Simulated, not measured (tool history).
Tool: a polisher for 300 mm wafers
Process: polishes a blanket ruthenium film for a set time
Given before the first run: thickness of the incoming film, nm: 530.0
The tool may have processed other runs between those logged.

run  hour  flow of slurry (ml/min)  pressure of the wafer on the pad (psi)  speed of the pad under the wafer (cm/s)  polishing time (s)  film removed (Å)
  1   0.0                      290                                     2.4                                      124                  31            416.96
  2   3.2                      290                                     2.1                                      124                  31            365.80
  3  12.1                      355                                     2.1                                      124                  31            375.98
  4  16.8                      355                                     2.1                                      124                  28            337.40
  5  23.8                      305                                     2.1                                      124                  28            329.71
  6  27.0                      295                                     2.0                                      124                  28            310.35

Run 7, settings as shown, results not yet in. Your forecast:
  7  33.7                      290                                     2.0                                      124                  28                 ?

film removed (Å): 311.07

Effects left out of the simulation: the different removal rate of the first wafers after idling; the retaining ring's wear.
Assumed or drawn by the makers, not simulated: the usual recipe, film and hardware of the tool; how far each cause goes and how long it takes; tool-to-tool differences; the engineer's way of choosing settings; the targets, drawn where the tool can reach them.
